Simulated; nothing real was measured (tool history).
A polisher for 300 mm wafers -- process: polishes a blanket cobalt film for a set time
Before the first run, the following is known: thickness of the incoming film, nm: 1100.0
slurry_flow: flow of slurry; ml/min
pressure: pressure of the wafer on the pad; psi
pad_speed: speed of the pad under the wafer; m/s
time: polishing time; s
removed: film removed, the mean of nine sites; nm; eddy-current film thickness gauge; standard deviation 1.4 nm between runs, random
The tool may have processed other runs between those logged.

{"run": 1, "hour": 0.0, "slurry_flow": 260, "pressure": 1.5, "pad_speed": 1.12, "time": 39, "removed": 158.69}
{"run": 2, "hour": 7.1, "slurry_flow": 285, "pressure": 1.5, "pad_speed": 1.12, "time": 39, "removed": 153.2}
{"run": 3, "hour": 12.4, "slurry_flow": 285, "pressure": 1.4, "pad_speed": 1.12, "time": 39, "removed": 145.28}
{"run": 4, "hour": 17.8, "slurry_flow": 325, "pressure": 1.4, "pad_speed": 1.12, "time": 39, "removed": 149.55}
{"run": 5, "hour": 22.7, "slurry_flow": 325, "pressure": 1.3, "pad_speed": 1.12, "time": 39, "removed": 142.56}
{"run": 6, "hour": 27.4, "slurry_flow": 325, "pressure": 1.7, "pad_speed": 1.12, "time": 39, "removed": 180.37}
{"run": 7, "hour": 33.4, "slurry_flow": 325, "pressure": 1.7, "pad_speed": 1.12, "time": 39, "removed": 178.56}
{"run": 8, "hour": 42.4, "slurry_flow": 325, "pressure": 1.6, "pad_speed": 1.1, "time": 39, "removed": 168.96}
{"run": 9, "hour": 49.8, "slurry_flow": 325, "pressure": 1.5, "pad_speed": 1.08, "time": 39, "removed": 156.81}
{"run": 10, "hour": 56.8, "slurry_flow": 325, "pressure": 1.4, "pad_speed": 1.06, "time": 39, "removed": 140.16}

Run 11 has not been measured yet. What should we expect?
{"run": 11, "hour": 61.5, "slurry_flow": 325, "pressure": 1.3, "pad_speed": 1.06, "time": 39, "removed": "?"}

Run 11 yielded removed 135.58 nm.

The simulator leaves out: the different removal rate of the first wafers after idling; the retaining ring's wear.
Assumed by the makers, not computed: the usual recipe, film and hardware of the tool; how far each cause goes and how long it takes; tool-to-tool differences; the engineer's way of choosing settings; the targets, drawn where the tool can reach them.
